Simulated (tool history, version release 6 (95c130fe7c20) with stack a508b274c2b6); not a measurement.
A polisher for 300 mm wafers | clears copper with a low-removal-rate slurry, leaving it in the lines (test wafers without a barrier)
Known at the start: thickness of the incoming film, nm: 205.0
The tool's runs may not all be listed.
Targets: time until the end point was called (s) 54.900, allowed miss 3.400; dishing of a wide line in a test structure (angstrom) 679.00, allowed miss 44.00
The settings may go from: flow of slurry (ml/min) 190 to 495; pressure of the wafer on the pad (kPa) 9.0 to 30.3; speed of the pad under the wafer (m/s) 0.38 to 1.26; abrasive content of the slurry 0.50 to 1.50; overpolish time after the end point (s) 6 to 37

run	hour	flow of slurry (ml/min)	pressure of the wafer on the pad (kPa)	speed of the pad under the wafer (m/s)	abrasive content of the slurry	overpolish time after the end point (s)	time until the end point was called (s)	dishing of a wide line in a test structure (angstrom)
1	0.0	320	19.3	0.82	1.00	19	90.736	327.62
2	7.6	320	20.7	0.82	1.00	19	81.429	339.54
3	14.3	320	20.7	0.82	1.00	26	83.437	459.91
4	17.5	320	20.7	0.82	1.20	26	83.117	455.03
5	19.6	320	22.8	0.82	1.20	26	73.089	499.76
6	24.1	320	22.8	0.82	1.20	34	76.219	589.25
7	28.9	320	24.1	0.82	1.20	33	69.708	628.70
8	31.9	320	24.8	0.82	1.20	32	68.426	630.84
9	39.7	320	25.5	0.82	1.20	31	66.173	618.31
# hour 44.3: slurry nozzle cleaned
10	44.3	320	26.2	0.82	1.20	31	62.384	670.07

5 next moves are on the table. One of them brings every result within its allowed miss. Which?
A	48.9	285	29.0	0.74	1.15	30	?	?
B	48.9	270	17.9	1.24	1.35	35	?	?
C	48.9	385	24.1	1.08	1.25	28	?	?
D	48.9	355	25.5	0.88	1.15	29	?	?
E	48.9	225	22.8	0.90	1.25	34	?	?

move	time until the end point was called (s)	dishing of a wide line in a test structure (angstrom)
A	61.978	653.09
B	68.132	657.38
C	55.667	663.80
D	61.808	632.56
E	70.051	643.59
A: nearer than the last run, and not there yet
B: further off than the last run
C: meets every target
D: nearer than the last run, and not there yet
E: further off than the last run
Answer: C

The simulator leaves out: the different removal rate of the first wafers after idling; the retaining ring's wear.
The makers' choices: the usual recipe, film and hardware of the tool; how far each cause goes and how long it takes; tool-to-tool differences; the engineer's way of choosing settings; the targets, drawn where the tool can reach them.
